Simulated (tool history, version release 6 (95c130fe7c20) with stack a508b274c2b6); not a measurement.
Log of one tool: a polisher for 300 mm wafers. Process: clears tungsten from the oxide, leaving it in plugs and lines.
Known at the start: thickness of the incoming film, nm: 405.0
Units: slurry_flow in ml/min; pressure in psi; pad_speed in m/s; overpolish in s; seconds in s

| run | hour | slurry_flow | pressure | pad_speed | slurry_solids | overpolish | seconds |
|---|---|---|---|---|---|---|---|
| 1 | 0.0 | 140 | 3.1 | 1.02 | 1.0 | 13 | 117.32 |
| 2 | 2.4 | 140 | 3.1 | 1.14 | 1.0 | 13 | 104.75 |
| 3 | 6.2 | 140 | 3.1 | 0.98 | 1.0 | 13 | 123.04 |
| 4 | 11.0 | 140 | 3.1 | 0.98 | 1.0 | 10 | 122.97 |
| 5 | 13.5 | 140 | 3.1 | 0.98 | 1.2 | 10 | 121.71 |
| 6 | 20.2 | 140 | 3.1 | 0.98 | 1.2 | 10 | 115.68 |
| 7 | 23.3 | 140 | 3.1 | 0.98 | 1.2 | 10 | 117.96 |
| 8 | 31.7 | 140 | 2.8 | 0.96 | 1.2 | 10 | 134.46 |

Forecast run 9:
| 9 | 35.8 | 140 | 2.6 | 0.96 | 1.2 | 10 | ? |

{"run 9": {"seconds": 144.51}}
